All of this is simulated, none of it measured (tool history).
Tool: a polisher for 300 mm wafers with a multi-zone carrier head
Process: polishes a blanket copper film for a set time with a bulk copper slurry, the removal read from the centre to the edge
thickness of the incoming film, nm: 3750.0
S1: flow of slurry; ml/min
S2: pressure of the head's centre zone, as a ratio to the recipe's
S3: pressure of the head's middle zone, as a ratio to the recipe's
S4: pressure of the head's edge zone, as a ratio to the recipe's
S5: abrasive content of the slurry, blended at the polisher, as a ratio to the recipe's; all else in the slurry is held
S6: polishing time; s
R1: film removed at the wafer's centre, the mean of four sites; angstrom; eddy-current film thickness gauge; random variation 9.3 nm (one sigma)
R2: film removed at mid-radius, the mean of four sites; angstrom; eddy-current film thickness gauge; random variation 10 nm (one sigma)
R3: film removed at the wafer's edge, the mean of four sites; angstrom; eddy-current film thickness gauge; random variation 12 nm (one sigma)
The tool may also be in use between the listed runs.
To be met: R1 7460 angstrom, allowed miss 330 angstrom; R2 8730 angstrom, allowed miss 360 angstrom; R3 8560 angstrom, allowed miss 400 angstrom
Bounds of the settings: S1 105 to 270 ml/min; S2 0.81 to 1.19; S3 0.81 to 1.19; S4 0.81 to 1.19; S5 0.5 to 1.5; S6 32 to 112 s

run,hour,S1,S2,S3,S4,S5,S6,R1,R2,R3
1,0,175,1,1,1,1,72,6153.3,5762.9,5681.4
2,1.3,175,1,1,1,1.15,72,6257.8,5871.6,5991.9
3,10,180,0.99,1.03,1.02,1.2,74,6635.4,6206.9,6297.2
4,11.8,175,0.96,1.06,1.03,1.25,77,6601.7,6653.7,6751.7
5,20.7,175,0.96,1.06,1.03,1.4,77,6767.3,6661.2,6803.8
6,26,180,0.94,1.08,1.04,1.4,79,6919,7250.7,6855
7,33,170,0.93,1.09,1.06,1.4,82,6952.1,7394.5,7227.1
# hour 40.7: centre zone pressure recalibrated
8,40.7,170,0.92,1.09,1.08,1.4,84,6790.5,7430.7,7663.9
9,43.2,180,0.92,1.1,1.09,1.4,85,6877.7,7764.4,7619.8

4 next moves are on the table. One of them brings every result within its allowed miss. Which?
A,45.7,190,1,1.1,1.08,1.3,96,?,?,?
B,45.7,225,0.93,1.17,1.19,1.35,91,?,?,?
C,45.7,105,0.83,0.88,1.19,1.3,109,?,?,?
D,45.7,205,1,1.08,0.97,1.5,95,?,?,?

move,R1,R2,R3
A,8482.6,8523.3,8780.6
B,7740.4,8638,8907.9
C,6998.5,7676.7,9592.1
D,8788.3,8733.3,8671.5
A: brings the result that was furthest off to its target, and leaves another outside
B: meets every target
C: further off than the last run
D: brings the result that was furthest off to its target, and leaves another outside
Answer: B
